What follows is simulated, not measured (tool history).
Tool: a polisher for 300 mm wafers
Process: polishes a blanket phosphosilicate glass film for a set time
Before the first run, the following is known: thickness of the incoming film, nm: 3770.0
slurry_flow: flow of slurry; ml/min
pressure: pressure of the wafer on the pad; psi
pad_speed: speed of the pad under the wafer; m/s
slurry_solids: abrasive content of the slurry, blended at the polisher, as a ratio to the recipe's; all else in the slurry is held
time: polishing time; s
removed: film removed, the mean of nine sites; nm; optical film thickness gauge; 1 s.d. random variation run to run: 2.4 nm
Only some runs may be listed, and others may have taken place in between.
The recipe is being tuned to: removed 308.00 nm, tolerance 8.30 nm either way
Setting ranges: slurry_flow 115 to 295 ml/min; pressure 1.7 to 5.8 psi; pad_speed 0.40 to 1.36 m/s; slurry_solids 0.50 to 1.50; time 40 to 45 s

run,hour,slurry_flow,pressure,pad_speed,slurry_solids,time,removed
1,0.0,190,3.7,0.88,1.00,45,358.11
2,1.5,190,3.7,0.88,1.10,45,383.31
3,2.5,185,3.5,0.88,1.10,45,362.20
4,11.5,185,3.4,0.88,1.10,45,350.36
5,12.8,180,3.3,0.88,1.10,45,337.65
6,20.3,175,3.3,0.88,1.10,45,344.02
7,29.2,175,3.2,0.88,1.10,45,330.56
8,34.4,175,3.1,0.88,1.10,45,320.14
9,41.9,175,3.1,0.88,1.10,45,318.62

Next run, 5 choices. One meets every target within its allowed miss, the rest don't. Which?
A,49.4,205,3.3,0.86,1.00,43,?
B,49.4,165,2.8,0.98,1.15,45,?
C,49.4,175,3.4,0.98,1.05,42,?
D,49.4,180,3.7,0.86,1.10,42,?
E,49.4,135,3.7,0.88,1.05,42,?

move,removed
A,304.70
B,321.28
C,342.96
D,345.64
E,325.18
A: every result lands within tolerance
B: moves away from the targets compared with the last run
C: moves away from the targets compared with the last run
D: moves away from the targets compared with the last run
E: moves away from the targets compared with the last run
The right move is A.
